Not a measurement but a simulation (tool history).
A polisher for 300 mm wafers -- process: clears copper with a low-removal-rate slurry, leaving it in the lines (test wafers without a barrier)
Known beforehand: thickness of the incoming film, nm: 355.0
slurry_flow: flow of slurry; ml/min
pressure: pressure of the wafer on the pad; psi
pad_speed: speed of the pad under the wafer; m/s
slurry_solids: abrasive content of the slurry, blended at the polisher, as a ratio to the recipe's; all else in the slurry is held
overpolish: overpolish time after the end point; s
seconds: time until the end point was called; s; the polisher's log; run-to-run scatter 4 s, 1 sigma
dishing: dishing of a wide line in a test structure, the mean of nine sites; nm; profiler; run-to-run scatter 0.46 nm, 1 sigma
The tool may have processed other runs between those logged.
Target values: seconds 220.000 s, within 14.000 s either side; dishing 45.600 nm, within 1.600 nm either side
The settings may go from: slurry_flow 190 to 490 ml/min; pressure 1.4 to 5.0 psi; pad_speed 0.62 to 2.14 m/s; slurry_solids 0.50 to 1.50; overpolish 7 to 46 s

{"run": 1, "day": 0.0, "slurry_flow": 315, "pressure": 3.2, "pad_speed": 1.38, "slurry_solids": 1.0, "overpolish": 24, "seconds": 90.104, "dishing": 65.346}
{"run": 2, "day": 0.075, "slurry_flow": 315, "pressure": 2.9, "pad_speed": 1.32, "slurry_solids": 1.0, "overpolish": 26, "seconds": 105.9, "dishing": 63.17}
{"run": 3, "day": 0.254, "slurry_flow": 355, "pressure": 2.9, "pad_speed": 1.32, "slurry_solids": 1.0, "overpolish": 26, "seconds": 104.71, "dishing": 62.775}
{"run": 4, "day": 0.621, "slurry_flow": 355, "pressure": 2.7, "pad_speed": 1.28, "slurry_solids": 1.0, "overpolish": 27, "seconds": 108.95, "dishing": 59.891}
{"run": 5, "day": 0.9, "slurry_flow": 355, "pressure": 2.7, "pad_speed": 1.28, "slurry_solids": 1.0, "overpolish": 37, "seconds": 112.64, "dishing": 75.436}
{"run": 6, "day": 1.208, "slurry_flow": 390, "pressure": 2.7, "pad_speed": 1.28, "slurry_solids": 1.0, "overpolish": 37, "seconds": 111.06, "dishing": 74.708}
{"run": 7, "day": 1.508, "slurry_flow": 390, "pressure": 2.7, "pad_speed": 1.28, "slurry_solids": 1.0, "overpolish": 37, "seconds": 115.06, "dishing": 75.17}
{"run": 8, "day": 1.867, "slurry_flow": 390, "pressure": 2.5, "pad_speed": 1.22, "slurry_solids": 1.0, "overpolish": 37, "seconds": 128.9, "dishing": 68.282}
{"run": 9, "day": 1.896, "slurry_flow": 385, "pressure": 1.6, "pad_speed": 0.94, "slurry_solids": 1.0, "overpolish": 38, "seconds": 252.02, "dishing": 40.382}

Which of these 4 next moves meets every target?
{"run": "A", "day": 1.925, "slurry_flow": 340, "pressure": 1.5, "pad_speed": 0.96, "slurry_solids": 1.05, "overpolish": 46, "seconds": "?", "dishing": "?"}
{"run": "B", "day": 1.925, "slurry_flow": 425, "pressure": 1.8, "pad_speed": 0.96, "slurry_solids": 1.0, "overpolish": 38, "seconds": "?", "dishing": "?"}
{"run": "C", "day": 1.925, "slurry_flow": 430, "pressure": 1.5, "pad_speed": 0.96, "slurry_solids": 1.25, "overpolish": 39, "seconds": "?", "dishing": "?"}
{"run": "D", "day": 1.925, "slurry_flow": 405, "pressure": 1.5, "pad_speed": 0.96, "slurry_solids": 1.15, "overpolish": 42, "seconds": "?", "dishing": "?"}

move=A seconds=262.860 dishing=45.081
move=B seconds=220.110 dishing=45.237
move=C seconds=247.780 dishing=41.412
move=D seconds=253.760 dishing=43.124
A: puts the biggest miss on target and leaves a different result outside tolerance
B: each result inside its tolerance
C: closes in on the targets versus the last run, not all within tolerance yet
D: closes in on the targets versus the last run, not all within tolerance yet
The move that meets every target is B.
